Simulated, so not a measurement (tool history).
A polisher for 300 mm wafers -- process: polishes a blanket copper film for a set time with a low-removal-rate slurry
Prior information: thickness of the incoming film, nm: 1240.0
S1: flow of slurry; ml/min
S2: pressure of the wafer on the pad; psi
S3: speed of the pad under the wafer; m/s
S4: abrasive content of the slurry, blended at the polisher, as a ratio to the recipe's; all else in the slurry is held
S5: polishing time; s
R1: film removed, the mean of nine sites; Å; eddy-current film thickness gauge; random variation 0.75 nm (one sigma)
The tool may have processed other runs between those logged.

run 1 hour=0.0 | S1=305 S2=2.6 S3=1.28 S4=1.0 S5=27 | R1=777.63
run 2 hour=6.2 | S1=305 S2=2.4 S3=1.28 S4=1.0 S5=27 | R1=716.55
run 3 hour=10.0 | S1=305 S2=2.3 S3=1.28 S4=1.0 S5=27 | R1=695.46
run 4 hour=13.7 | S1=305 S2=2.3 S3=0.98 S4=1.0 S5=27 | R1=550.98
run 5 hour=18.7 | S1=305 S2=2.4 S3=0.98 S4=1.0 S5=27 | R1=579.12
run 6 hour=19.8 | S1=305 S2=1.8 S3=0.98 S4=1.0 S5=27 | R1=440.07
run 7 hour=22.0 | S1=305 S2=2.0 S3=0.98 S4=1.0 S5=27 | R1=477.45

Expected results for the next run?
run 8 hour=22.7 | S1=305 S2=2.1 S3=0.98 S4=1.0 S5=27 | R1=?

Logged for run 8: R1 507.56 Å.
